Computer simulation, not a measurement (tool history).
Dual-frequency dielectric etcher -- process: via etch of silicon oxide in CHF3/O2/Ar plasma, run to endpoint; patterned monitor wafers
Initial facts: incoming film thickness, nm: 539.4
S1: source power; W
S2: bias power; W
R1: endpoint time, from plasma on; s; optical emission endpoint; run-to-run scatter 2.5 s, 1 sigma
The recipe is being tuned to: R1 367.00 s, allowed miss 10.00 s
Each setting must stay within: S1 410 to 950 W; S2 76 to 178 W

run 1 hour=0.0 | S1=680 S2=127 | R1=298.58
run 2 hour=8.9 | S1=590 S2=127 | R1=322.54
run 3 hour=13.3 | S1=570 S2=126 | R1=334.02
run 4 hour=15.6 | S1=570 S2=108 | R1=355.15
run 5 hour=17.6 | S1=570 S2=122 | R1=333.00
run 6 hour=21.6 | S1=570 S2=112 | R1=348.68
run 7 hour=26.7 | S1=570 S2=112 | R1=347.62
run 8 hour=27.3 | S1=560 S2=112 | R1=356.63

Consider the 4 candidate settings below. Which is the only one whose results all fall within their allowed miss of target?
run A hour=27.9 | S1=550 S2=125 | R1=?
run B hour=27.9 | S1=590 S2=122 | R1=?
run C hour=27.9 | S1=560 S2=119 | R1=?
run D hour=27.9 | S1=530 S2=111 | R1=?

move=A R1=337.48
move=B R1=327.50
move=C R1=340.62
move=D R1=361.55
A: moves away from the targets compared with the last run
B: moves away from the targets compared with the last run
C: moves away from the targets compared with the last run
D: in spec on every target
D meets every target.
